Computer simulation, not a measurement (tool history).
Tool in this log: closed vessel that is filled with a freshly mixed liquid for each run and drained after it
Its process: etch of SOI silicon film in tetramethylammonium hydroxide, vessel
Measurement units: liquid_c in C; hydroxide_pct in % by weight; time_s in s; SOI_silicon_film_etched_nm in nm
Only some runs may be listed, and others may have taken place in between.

run,hour,liquid_c,hydroxide_pct,time_s,SOI_silicon_film_etched_nm
1,0,59,14.5,95,308.11
2,6.1,57.5,14.5,95,279.79
3,14.4,57.5,14.5,100,290.48
4,22.9,56,14.5,100,264.08
5,30.6,53.5,14.5,100,230.36
6,35.1,57,14.5,100,283.62

Run 7 is up next; what results do you expect?
7,37.5,55.5,14.5,100,?

SOI_silicon_film_etched_nm: 259.18 nm
